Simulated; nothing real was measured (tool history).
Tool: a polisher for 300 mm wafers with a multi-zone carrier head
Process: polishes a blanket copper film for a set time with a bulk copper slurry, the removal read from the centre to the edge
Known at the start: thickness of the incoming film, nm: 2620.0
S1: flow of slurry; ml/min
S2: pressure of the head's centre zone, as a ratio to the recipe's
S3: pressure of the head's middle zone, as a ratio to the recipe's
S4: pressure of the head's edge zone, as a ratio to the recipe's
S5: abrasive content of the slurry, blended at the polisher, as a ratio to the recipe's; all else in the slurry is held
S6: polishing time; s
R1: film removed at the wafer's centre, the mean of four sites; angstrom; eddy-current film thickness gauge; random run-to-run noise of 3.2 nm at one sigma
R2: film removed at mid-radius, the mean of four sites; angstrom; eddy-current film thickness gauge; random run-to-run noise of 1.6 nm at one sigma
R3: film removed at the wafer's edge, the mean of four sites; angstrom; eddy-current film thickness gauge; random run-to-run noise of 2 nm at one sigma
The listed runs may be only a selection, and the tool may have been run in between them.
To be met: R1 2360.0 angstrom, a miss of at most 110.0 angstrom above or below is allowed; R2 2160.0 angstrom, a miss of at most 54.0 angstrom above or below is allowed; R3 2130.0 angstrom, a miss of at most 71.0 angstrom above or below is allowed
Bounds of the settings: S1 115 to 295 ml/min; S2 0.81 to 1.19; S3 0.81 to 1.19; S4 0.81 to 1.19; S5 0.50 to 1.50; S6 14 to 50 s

{"run": 1, "hour": 0.0, "S1": 190, "S2": 1.0, "S3": 1.0, "S4": 1.0, "S5": 1.0, "S6": 32, "R1": 3702.6, "R2": 3636.4, "R3": 3747.2}
{"run": 2, "hour": 8.7, "S1": 185, "S2": 1.01, "S3": 0.99, "S4": 0.96, "S5": 0.85, "S6": 29, "R1": 3305.5, "R2": 3113.8, "R3": 3180.7}
{"run": 3, "hour": 12.0, "S1": 185, "S2": 1.01, "S3": 0.99, "S4": 0.96, "S5": 0.75, "S6": 29, "R1": 3196.6, "R2": 2999.2, "R3": 3104.7}
{"run": 4, "hour": 19.0, "S1": 180, "S2": 1.01, "S3": 0.99, "S4": 0.92, "S5": 0.7, "S6": 27, "R1": 2858.0, "R2": 2753.0, "R3": 2781.0}
{"run": 5, "hour": 24.3, "S1": 180, "S2": 1.02, "S3": 0.98, "S4": 0.89, "S5": 0.65, "S6": 26, "R1": 2698.3, "R2": 2569.6, "R3": 2591.7}
{"run": 6, "hour": 26.0, "S1": 180, "S2": 1.02, "S3": 0.98, "S4": 0.89, "S5": 0.75, "S6": 26, "R1": 2881.2, "R2": 2627.4, "R3": 2742.7}
{"run": 7, "hour": 32.0, "S1": 180, "S2": 1.03, "S3": 0.99, "S4": 0.87, "S5": 0.7, "S6": 25, "R1": 2703.5, "R2": 2524.6, "R3": 2555.3}
{"run": 8, "hour": 40.3, "S1": 175, "S2": 1.04, "S3": 0.99, "S4": 0.85, "S5": 0.65, "S6": 24, "R1": 2597.7, "R2": 2352.9, "R3": 2346.9}
{"run": 9, "hour": 43.7, "S1": 175, "S2": 1.04, "S3": 0.99, "S4": 0.85, "S5": 0.65, "S6": 24, "R1": 2619.2, "R2": 2345.1, "R3": 2316.2}
{"run": 10, "hour": 49.3, "S1": 165, "S2": 1.03, "S3": 0.99, "S4": 0.84, "S5": 0.65, "S6": 24, "R1": 2520.9, "R2": 2368.6, "R3": 2381.2}
{"run": 11, "hour": 51.5, "S1": 165, "S2": 1.04, "S3": 0.99, "S4": 0.83, "S5": 0.6, "S6": 24, "R1": 2449.9, "R2": 2318.5, "R3": 2245.6}
{"run": 12, "hour": 56.0, "S1": 155, "S2": 1.05, "S3": 0.98, "S4": 0.82, "S5": 0.6, "S6": 24, "R1": 2498.9, "R2": 2256.9, "R3": 2244.9}

Next run, 5 choices. One meets every target within its allowed miss, the rest don't. Which?
{"run": "A", "hour": 60.5, "S1": 150, "S2": 0.98, "S3": 0.94, "S4": 0.84, "S5": 0.6, "S6": 26, "R1": "?", "R2": "?", "R3": "?"}
{"run": "B", "hour": 60.5, "S1": 150, "S2": 1.02, "S3": 0.94, "S4": 0.83, "S5": 0.55, "S6": 25, "R1": "?", "R2": "?", "R3": "?"}
{"run": "C", "hour": 60.5, "S1": 200, "S2": 1.18, "S3": 1.16, "S4": 0.81, "S5": 0.5, "S6": 23, "R1": "?", "R2": "?", "R3": "?"}
{"run": "D", "hour": 60.5, "S1": 150, "S2": 0.97, "S3": 0.99, "S4": 0.86, "S5": 0.75, "S6": 23, "R1": "?", "R2": "?", "R3": "?"}
{"run": "E", "hour": 60.5, "S1": 150, "S2": 1.07, "S3": 1.0, "S4": 0.84, "S5": 0.65, "S6": 22, "R1": "?", "R2": "?", "R3": "?"}

move=A R1=2528.6 R2=2363.6 R3=2426.3
move=B R1=2472.7 R2=2219.6 R3=2270.7
move=C R1=2706.7 R2=2488.9 R3=2083.4
move=D R1=2348.4 R2=2315.9 R3=2291.0
move=E R1=2388.8 R2=2150.9 R3=2095.5
A: its largest miss is bigger than the last run's
B: its largest miss is bigger than the last run's
C: its largest miss is bigger than the last run's
D: its largest miss is bigger than the last run's
E: in spec on every target
Answer: E
